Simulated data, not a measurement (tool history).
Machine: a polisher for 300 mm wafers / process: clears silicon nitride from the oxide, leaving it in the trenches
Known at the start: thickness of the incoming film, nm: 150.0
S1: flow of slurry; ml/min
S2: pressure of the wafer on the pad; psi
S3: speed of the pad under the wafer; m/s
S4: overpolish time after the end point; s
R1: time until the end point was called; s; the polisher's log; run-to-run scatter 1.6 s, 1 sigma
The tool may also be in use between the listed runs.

run	hour	S1	S2	S3	S4	R1
1	0.0	230	2.4	1.24	8	170.96
2	5.1	230	2.4	1.42	8	146.46
3	14.0	230	2.4	1.42	6	144.37
4	15.9	230	2.5	1.42	6	142.24
5	17.5	230	2.5	1.26	6	162.20
6	21.9	265	2.5	1.26	6	160.66
7	23.5	265	2.6	1.26	6	151.36
8	28.5	265	2.7	1.26	6	146.27
9	35.3	265	2.8	1.26	6	141.46

The next listed run, before its measurement:
10	37.6	265	2.9	1.26	6	?

Run 10 produced R1 139.46 s.
